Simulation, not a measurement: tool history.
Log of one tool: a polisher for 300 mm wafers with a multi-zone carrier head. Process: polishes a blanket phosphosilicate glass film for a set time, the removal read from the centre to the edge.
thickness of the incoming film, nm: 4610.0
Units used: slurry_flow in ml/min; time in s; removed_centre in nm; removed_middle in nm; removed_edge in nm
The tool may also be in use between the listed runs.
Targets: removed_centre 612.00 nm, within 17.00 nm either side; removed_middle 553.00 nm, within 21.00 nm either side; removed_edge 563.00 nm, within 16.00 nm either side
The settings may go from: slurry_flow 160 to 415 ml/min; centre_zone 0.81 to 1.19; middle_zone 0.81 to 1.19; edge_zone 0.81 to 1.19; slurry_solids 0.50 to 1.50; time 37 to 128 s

| run | hour | slurry_flow | centre_zone | middle_zone | edge_zone | slurry_solids | time | removed_centre | removed_middle | removed_edge |
|---|---|---|---|---|---|---|---|---|---|---|
| 1 | 0.0 | 265 | 1.00 | 1.00 | 1.00 | 1.00 | 82 | 803.37 | 828.04 | 792.58 |
| 2 | 4.8 | 210 | 1.00 | 1.00 | 1.00 | 1.00 | 82 | 772.05 | 803.07 | 775.06 |
| 3 | 10.4 | 210 | 1.00 | 0.97 | 1.00 | 1.00 | 82 | 779.73 | 778.70 | 787.06 |
| 4 | 12.4 | 220 | 1.00 | 0.96 | 0.98 | 0.90 | 81 | 738.32 | 721.27 | 713.51 |
| 5 | 13.6 | 220 | 0.99 | 0.94 | 0.96 | 0.85 | 81 | 697.65 | 682.91 | 680.68 |
| 6 | 16.4 | 220 | 0.99 | 0.92 | 0.94 | 0.80 | 81 | 665.16 | 671.10 | 663.63 |
| 7 | 25.3 | 215 | 1.00 | 0.90 | 0.93 | 0.75 | 81 | 649.21 | 618.24 | 626.21 |
| 8 | 26.2 | 210 | 1.00 | 0.89 | 0.91 | 0.75 | 81 | 649.15 | 623.09 | 627.67 |
| 9 | 30.0 | 225 | 1.04 | 0.85 | 0.87 | 0.50 | 80 | 490.15 | 439.49 | 432.01 |
| 10 | 36.2 | 225 | 1.05 | 0.87 | 0.91 | 0.50 | 80 | 483.73 | 434.90 | 437.12 |
| 11 | 43.8 | 225 | 1.04 | 0.87 | 0.91 | 0.55 | 80 | 525.62 | 477.92 | 488.60 |
| 12 | 44.8 | 300 | 1.09 | 0.93 | 1.01 | 0.65 | 80 | 649.72 | 593.54 | 589.64 |
| 13 | 51.3 | 290 | 1.09 | 0.93 | 1.01 | 0.65 | 80 | 655.98 | 585.68 | 599.14 |
| 14 | 52.1 | 290 | 1.09 | 0.93 | 1.01 | 0.65 | 80 | 657.69 | 585.58 | 595.99 |
| 15 | 57.9 | 280 | 1.09 | 0.93 | 1.00 | 0.65 | 80 | 656.33 | 586.87 | 586.04 |
| 16 | 60.5 | 270 | 1.08 | 0.93 | 1.00 | 0.65 | 80 | 645.09 | 578.08 | 585.68 |
| 17 | 61.7 | 260 | 1.08 | 0.93 | 1.00 | 0.65 | 80 | 640.46 | 574.66 | 589.67 |
| 18 | 69.2 | 255 | 1.08 | 0.93 | 0.99 | 0.65 | 80 | 632.77 | 583.28 | 580.09 |
| 19 | 74.2 | 250 | 1.08 | 0.92 | 0.98 | 0.65 | 80 | 635.34 | 574.26 | 576.28 |

Consider the 5 candidate settings below. Which is the only one whose results all fall within their allowed miss of target?
| A | 79.2 | 195 | 1.02 | 0.95 | 0.87 | 0.60 | 91 | ? | ? | ? |
| B | 79.2 | 225 | 1.03 | 1.04 | 1.01 | 0.75 | 72 | ? | ? | ? |
| C | 79.2 | 255 | 1.01 | 0.83 | 0.96 | 1.05 | 61 | ? | ? | ? |
| D | 79.2 | 280 | 1.14 | 0.89 | 0.90 | 0.65 | 78 | ? | ? | ? |
| E | 79.2 | 315 | 1.07 | 0.91 | 1.01 | 0.60 | 81 | ? | ? | ? |

| move | removed_centre | removed_middle | removed_edge |
|---|---|---|---|
| A | 621.24 | 606.89 | 571.64 |
| B | 598.34 | 609.86 | 579.87 |
| C | 615.47 | 559.66 | 592.51 |
| D | 665.17 | 556.19 | 547.70 |
| E | 616.19 | 555.78 | 568.70 |
A: the furthest-off result lands on target, but another misses its tolerance
B: the furthest-off result lands on target, but another misses its tolerance
C: the furthest-off result lands on target, but another misses its tolerance
D: lands further from the targets than the last run did
E: every result lands within tolerance
Answer: E
